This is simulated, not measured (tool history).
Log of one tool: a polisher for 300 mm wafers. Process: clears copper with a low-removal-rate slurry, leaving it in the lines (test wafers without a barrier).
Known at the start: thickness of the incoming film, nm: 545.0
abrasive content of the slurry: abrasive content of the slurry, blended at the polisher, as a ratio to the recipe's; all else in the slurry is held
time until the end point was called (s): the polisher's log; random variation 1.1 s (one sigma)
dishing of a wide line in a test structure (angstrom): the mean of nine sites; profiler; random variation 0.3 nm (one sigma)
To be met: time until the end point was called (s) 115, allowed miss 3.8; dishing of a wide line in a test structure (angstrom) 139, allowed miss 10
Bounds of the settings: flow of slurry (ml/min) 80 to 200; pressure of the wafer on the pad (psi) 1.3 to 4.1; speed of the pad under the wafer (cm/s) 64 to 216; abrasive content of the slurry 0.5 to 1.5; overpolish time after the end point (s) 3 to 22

run,hour,flow of slurry (ml/min),pressure of the wafer on the pad (psi),speed of the pad under the wafer (cm/s),abrasive content of the slurry,overpolish time after the end point (s),time until the end point was called (s),dishing of a wide line in a test structure (angstrom)
1,0,130,2.7,140,1,11,133.87,154.62
2,7.3,135,2.7,140,1,10,129.7,151.85
3,14.5,135,2.7,108,1,10,159.66,146.03
4,20.8,140,2.8,108,1,9,152.17,140.37
5,22.2,145,2.9,108,1,9,145.9,137.28
6,26.5,145,2.9,108,1,7,145.8,116.96
7,32.3,150,3,108,1,7,139.95,126
8,38.1,155,3.1,108,1,7,136.52,127.71

5 next moves are on the table. One of them brings every result within its allowed miss. Which?
A,43.9,140,3.4,124,1,7,?,?
B,43.9,155,3.4,104,1.05,9,?,?
C,43.9,190,4,100,1.05,11,?,?
D,43.9,150,2.1,118,1.1,10,?,?
E,43.9,150,3.3,138,1.1,9,?,?

move,time until the end point was called (s),dishing of a wide line in a test structure (angstrom)
A,112.48,143.55
B,124.73,153.83
C,106.05,176.24
D,179.48,134.3
E,102.33,166.35
A: meets every target
B: nearer than the last run, and not there yet
C: takes the result that was furthest off past its target
D: further off than the last run
E: takes the result that was furthest off past its target
The right move is A.
